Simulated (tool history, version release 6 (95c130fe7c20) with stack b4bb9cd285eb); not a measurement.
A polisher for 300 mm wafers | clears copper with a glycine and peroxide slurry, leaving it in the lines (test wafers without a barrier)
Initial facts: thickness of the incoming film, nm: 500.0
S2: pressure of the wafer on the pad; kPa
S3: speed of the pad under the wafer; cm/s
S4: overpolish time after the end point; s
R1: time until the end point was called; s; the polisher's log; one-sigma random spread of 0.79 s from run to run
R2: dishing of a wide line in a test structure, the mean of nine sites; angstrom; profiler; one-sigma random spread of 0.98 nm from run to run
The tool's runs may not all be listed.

run 1 hour=0.0 | flow_of_slurry_(ml/min)=310 S2=13.1 S3=84 S4=14 | R1=110.06 R2=311.45
run 2 hour=3.0 | flow_of_slurry_(ml/min)=230 S2=13.1 S3=84 S4=14 | R1=113.84 R2=316.35
run 3 hour=6.4 | flow_of_slurry_(ml/min)=235 S2=13.8 S3=84 S4=15 | R1=109.37 R2=328.89
run 4 hour=12.8 | flow_of_slurry_(ml/min)=240 S2=14.5 S3=84 S4=16 | R1=108.17 R2=341.80
run 5 hour=18.9 | flow_of_slurry_(ml/min)=240 S2=11.7 S3=84 S4=16 | R1=119.38 R2=320.51
run 6 hour=24.6 | flow_of_slurry_(ml/min)=240 S2=11.7 S3=100 S4=16 | R1=106.95 R2=337.67

For run 7, what comes out?
run 7 hour=25.3 | flow_of_slurry_(ml/min)=245 S2=12.4 S3=100 S4=17 | R1=? R2=?

Run 7 measured R1 104.31 s, R2 353.89 angstrom.
